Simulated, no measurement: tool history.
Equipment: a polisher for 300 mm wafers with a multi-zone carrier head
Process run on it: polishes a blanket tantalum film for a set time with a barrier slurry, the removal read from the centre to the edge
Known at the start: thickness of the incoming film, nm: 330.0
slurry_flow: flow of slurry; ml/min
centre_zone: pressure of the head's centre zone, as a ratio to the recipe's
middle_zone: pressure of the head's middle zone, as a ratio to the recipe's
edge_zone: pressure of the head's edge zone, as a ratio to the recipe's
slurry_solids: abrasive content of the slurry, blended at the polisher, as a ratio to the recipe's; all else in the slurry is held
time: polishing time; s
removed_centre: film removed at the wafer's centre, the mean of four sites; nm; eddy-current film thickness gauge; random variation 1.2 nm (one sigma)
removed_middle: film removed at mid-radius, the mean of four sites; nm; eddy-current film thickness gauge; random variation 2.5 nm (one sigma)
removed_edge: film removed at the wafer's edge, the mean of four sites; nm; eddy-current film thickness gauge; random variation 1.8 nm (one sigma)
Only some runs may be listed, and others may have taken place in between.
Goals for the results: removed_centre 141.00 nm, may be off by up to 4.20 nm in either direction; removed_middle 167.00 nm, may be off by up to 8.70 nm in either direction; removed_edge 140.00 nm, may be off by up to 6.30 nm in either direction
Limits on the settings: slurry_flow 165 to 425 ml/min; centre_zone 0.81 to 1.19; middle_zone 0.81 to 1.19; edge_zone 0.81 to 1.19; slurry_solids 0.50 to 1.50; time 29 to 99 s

Run 1, hour 0.0: slurry_flow 275 ml/min, centre_zone 1.00, middle_zone 1.00, edge_zone 1.00, slurry_solids 1.00, time 64 s. Result: removed_centre 121.79 nm, removed_middle 121.20 nm, removed_edge 123.70 nm.
Run 2, hour 4.6: slurry_flow 280 ml/min, centre_zone 1.00, middle_zone 1.02, edge_zone 1.00, slurry_solids 1.05, time 64 s. Result: removed_centre 126.55 nm, removed_middle 127.34 nm, removed_edge 122.66 nm.
Run 3, hour 6.3: slurry_flow 280 ml/min, centre_zone 0.99, middle_zone 1.03, edge_zone 1.01, slurry_solids 1.10, time 65 s. Result: removed_centre 126.32 nm, removed_middle 133.10 nm, removed_edge 126.76 nm.
Run 4, hour 11.4: slurry_flow 280 ml/min, centre_zone 0.99, middle_zone 1.03, edge_zone 1.09, slurry_solids 1.10, time 65 s. Result: removed_centre 127.17 nm, removed_middle 134.68 nm, removed_edge 132.28 nm.
Run 5, hour 15.1: slurry_flow 285 ml/min, centre_zone 0.99, middle_zone 1.05, edge_zone 1.10, slurry_solids 1.10, time 65 s. Result: removed_centre 125.72 nm, removed_middle 132.47 nm, removed_edge 131.10 nm.
Run 6, hour 16.8: slurry_flow 285 ml/min, centre_zone 0.99, middle_zone 1.06, edge_zone 1.10, slurry_solids 1.15, time 65 s. Result: removed_centre 129.24 nm, removed_middle 137.81 nm, removed_edge 130.22 nm.
Run 7, hour 20.2: slurry_flow 285 ml/min, centre_zone 0.98, middle_zone 1.07, edge_zone 1.10, slurry_solids 1.20, time 65 s. Result: removed_centre 126.81 nm, removed_middle 136.06 nm, removed_edge 136.17 nm.
Run 8, hour 21.6: slurry_flow 290 ml/min, centre_zone 0.98, middle_zone 1.09, edge_zone 1.09, slurry_solids 1.15, time 66 s. Result: removed_centre 126.80 nm, removed_middle 143.05 nm, removed_edge 137.02 nm.
Run 9, hour 23.3: slurry_flow 295 ml/min, centre_zone 0.99, middle_zone 1.10, edge_zone 1.08, slurry_solids 1.15, time 66 s. Result: removed_centre 130.85 nm, removed_middle 142.51 nm, removed_edge 134.87 nm.
Run 10, hour 27.5: slurry_flow 295 ml/min, centre_zone 0.99, middle_zone 1.11, edge_zone 1.06, slurry_solids 1.20, time 66 s. Result: removed_centre 132.04 nm, removed_middle 150.64 nm, removed_edge 137.07 nm.
Run 11, hour 35.5: slurry_flow 300 ml/min, centre_zone 0.99, middle_zone 1.12, edge_zone 1.06, slurry_solids 1.20, time 66 s. Result: removed_centre 131.79 nm, removed_middle 146.31 nm, removed_edge 135.13 nm.
Run 12, hour 36.7: slurry_flow 295 ml/min, centre_zone 0.99, middle_zone 1.13, edge_zone 1.05, slurry_solids 1.25, time 66 s. Result: removed_centre 134.89 nm, removed_middle 153.96 nm, removed_edge 134.51 nm.
Run 13, hour 38.9: slurry_flow 295 ml/min, centre_zone 0.99, middle_zone 1.14, edge_zone 1.05, slurry_solids 1.25, time 66 s. Result: removed_centre 130.39 nm, removed_middle 151.46 nm, removed_edge 135.64 nm.
Run 14, hour 43.1: slurry_flow 295 ml/min, centre_zone 0.99, middle_zone 1.14, edge_zone 1.05, slurry_solids 1.25, time 66 s. Result: removed_centre 133.78 nm, removed_middle 145.21 nm, removed_edge 135.40 nm.
Run 15, hour 50.4: slurry_flow 310 ml/min, centre_zone 0.99, middle_zone 1.15, edge_zone 1.05, slurry_solids 1.25, time 66 s. Result: removed_centre 133.76 nm, removed_middle 155.95 nm, removed_edge 135.59 nm.
Run 16, hour 55.4: slurry_flow 315 ml/min, centre_zone 0.99, middle_zone 1.15, edge_zone 1.05, slurry_solids 1.25, time 66 s. Result: removed_centre 132.12 nm, removed_middle 147.92 nm, removed_edge 137.57 nm.

5 candidate next runs follow, results not yet known. Just one meets every target within its allowed miss. Identify it.
Run A, hour 60.4: slurry_flow 340 ml/min, centre_zone 0.92, middle_zone 1.12, edge_zone 1.05, slurry_solids 1.25, time 68 s. Result: removed_centre ?, removed_middle ?, removed_edge ?.
Run B, hour 60.4: slurry_flow 340 ml/min, centre_zone 1.08, middle_zone 1.03, edge_zone 1.06, slurry_solids 1.25, time 64 s. Result: removed_centre ?, removed_middle ?, removed_edge ?.
Run C, hour 60.4: slurry_flow 165 ml/min, centre_zone 1.02, middle_zone 1.14, edge_zone 1.03, slurry_solids 1.10, time 70 s. Result: removed_centre ?, removed_middle ?, removed_edge ?.
Run D, hour 60.4: slurry_flow 325 ml/min, centre_zone 0.99, middle_zone 1.19, edge_zone 1.02, slurry_solids 1.20, time 70 s. Result: removed_centre ?, removed_middle ?, removed_edge ?.
Run E, hour 60.4: slurry_flow 425 ml/min, centre_zone 0.91, middle_zone 0.88, edge_zone 1.12, slurry_solids 1.20, time 63 s. Result: removed_centre ?, removed_middle ?, removed_edge ?.

move  removed_centre  removed_middle  removed_edge
   A          131.10          152.96        137.58
   B          144.94          135.00        130.22
   C          129.39          139.47        125.96
   D          143.34          162.69        137.79
   E          121.18          119.50        132.53
A: misses by more than the last run did
B: misses by more than the last run did
C: misses by more than the last run did
D: hits every target within its allowed miss
E: misses by more than the last run did
Move D is the one to make.
